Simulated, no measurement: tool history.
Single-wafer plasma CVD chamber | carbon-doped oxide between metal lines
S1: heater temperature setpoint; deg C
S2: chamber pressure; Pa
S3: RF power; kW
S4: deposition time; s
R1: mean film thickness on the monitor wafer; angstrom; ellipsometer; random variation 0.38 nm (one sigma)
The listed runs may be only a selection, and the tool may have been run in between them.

{"run": 1, "hour": 0.0, "S1": 340, "S2": 877, "S3": 0.56, "S4": 17.4, "R1": 1036.6}
{"run": 2, "hour": 0.6, "S1": 342, "S2": 863, "S3": 0.51, "S4": 17.1, "R1": 934.5}
{"run": 3, "hour": 2.4, "S1": 342, "S2": 863, "S3": 0.555, "S4": 17.1, "R1": 1003.1}
{"run": 4, "hour": 6.0, "S1": 335, "S2": 863, "S3": 0.555, "S4": 17.1, "R1": 1026.8}
{"run": 5, "hour": 10.3, "S1": 338, "S2": 836, "S3": 0.515, "S4": 17.0, "R1": 943.68}
{"run": 6, "hour": 11.4, "S1": 329, "S2": 836, "S3": 0.515, "S4": 17.0, "R1": 973.54}
{"run": 7, "hour": 18.1, "S1": 331, "S2": 792, "S3": 0.49, "S4": 16.9, "R1": 907.49}
{"run": 8, "hour": 26.9, "S1": 333, "S2": 739, "S3": 0.485, "S4": 16.9, "R1": 885.19}
{"run": 9, "hour": 29.9, "S1": 334, "S2": 700, "S3": 0.48, "S4": 16.9, "R1": 871.89}

For run 10, what comes out?
{"run": 10, "hour": 33.5, "S1": 335, "S2": 671, "S3": 0.475, "S4": 16.9, "R1": "?"}

Run 10 gave R1 864.52 angstrom.
